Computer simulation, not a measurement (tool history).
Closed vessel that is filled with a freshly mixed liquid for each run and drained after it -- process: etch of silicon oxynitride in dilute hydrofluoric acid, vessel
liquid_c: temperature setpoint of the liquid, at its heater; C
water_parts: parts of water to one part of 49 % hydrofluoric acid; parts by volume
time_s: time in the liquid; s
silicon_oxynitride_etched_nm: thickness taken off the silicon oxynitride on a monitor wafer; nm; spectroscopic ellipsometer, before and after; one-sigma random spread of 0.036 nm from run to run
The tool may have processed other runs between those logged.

run,hour,liquid_c,water_parts,time_s,silicon_oxynitride_etched_nm
1,0,22,70,60,3.0127
2,6.2,20,70,60,2.6956
3,7.3,21.5,70,60,2.9224
4,11.7,23,70,60,3.1634
5,16.4,20,70,60,2.7078
6,18.6,21.5,70,60,2.9373

What will run 7 give?
7,27.5,23,70,60,?

{"run 7": {"silicon_oxynitride_etched_nm": 3.1013}}
